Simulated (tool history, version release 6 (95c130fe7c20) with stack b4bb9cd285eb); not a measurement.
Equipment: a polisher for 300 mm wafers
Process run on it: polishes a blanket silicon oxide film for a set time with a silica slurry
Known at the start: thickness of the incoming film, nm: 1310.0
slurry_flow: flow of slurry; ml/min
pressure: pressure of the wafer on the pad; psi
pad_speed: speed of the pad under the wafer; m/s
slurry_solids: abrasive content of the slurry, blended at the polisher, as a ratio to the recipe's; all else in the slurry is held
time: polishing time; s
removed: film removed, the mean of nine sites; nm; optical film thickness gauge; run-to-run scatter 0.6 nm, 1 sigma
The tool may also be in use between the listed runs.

run  hour  slurry_flow  pressure  pad_speed  slurry_solids  time  removed
  1     0          170       4.5       1.22              1    35   151.08
  2   1.2          170       4.5       1.22           1.15    35   161.83
  3   9.7          170       4.5       1.22           1.15    31   141.58
  4  17.3          165       4.1       1.22           1.15    31   133.39
  5    19          160       3.7        1.2           1.15    31   118.74
  6  27.1          160       3.7        1.2           1.15    35   135.93
  7  35.9          160       3.4       1.14           1.15    35   126.02
  8    39          155       3.1       1.08           1.15    35   112.95
  9  42.9          150       2.9       1.04           1.15    35   104.54
 10  50.3          145       2.7       1.02           1.15    35   98.281
 11  55.4          140       2.6       1.02           1.15    35   95.151

For run 12, what comes out?
 12  62.5          140       2.6       1.02           1.15    35        ?

Run 12 produced removed 94.879 nm.
